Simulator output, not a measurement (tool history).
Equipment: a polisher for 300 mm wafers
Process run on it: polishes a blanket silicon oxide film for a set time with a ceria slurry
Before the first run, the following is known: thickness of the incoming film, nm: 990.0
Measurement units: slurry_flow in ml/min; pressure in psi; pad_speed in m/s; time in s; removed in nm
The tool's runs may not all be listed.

{"run": 1, "day": 0.0, "slurry_flow": 200, "pressure": 2.7, "pad_speed": 1.0, "time": 30, "removed": 108.59}
{"run": 2, "day": 0.283, "slurry_flow": 200, "pressure": 2.8, "pad_speed": 1.0, "time": 30, "removed": 113.89}
{"run": 3, "day": 0.592, "slurry_flow": 245, "pressure": 2.8, "pad_speed": 1.0, "time": 30, "removed": 116.63}
{"run": 4, "day": 0.812, "slurry_flow": 245, "pressure": 2.8, "pad_speed": 0.8, "time": 30, "removed": 97.745}
{"run": 5, "day": 0.929, "slurry_flow": 245, "pressure": 3.0, "pad_speed": 0.8, "time": 30, "removed": 104.54}
{"run": 6, "day": 1.229, "slurry_flow": 245, "pressure": 3.1, "pad_speed": 0.8, "time": 30, "removed": 105.87}
{"run": 7, "day": 1.392, "slurry_flow": 245, "pressure": 3.3, "pad_speed": 0.8, "time": 30, "removed": 113.84}
{"run": 8, "day": 1.717, "slurry_flow": 245, "pressure": 3.4, "pad_speed": 0.8, "time": 30, "removed": 115.58}
{"run": 9, "day": 1.871, "slurry_flow": 245, "pressure": 3.5, "pad_speed": 0.8, "time": 30, "removed": 119.29}

Run 10 has not been measured yet. What should we expect?
{"run": 10, "day": 2.038, "slurry_flow": 245, "pressure": 3.6, "pad_speed": 0.8, "time": 30, "removed": "?"}

removed: 122.980 nm
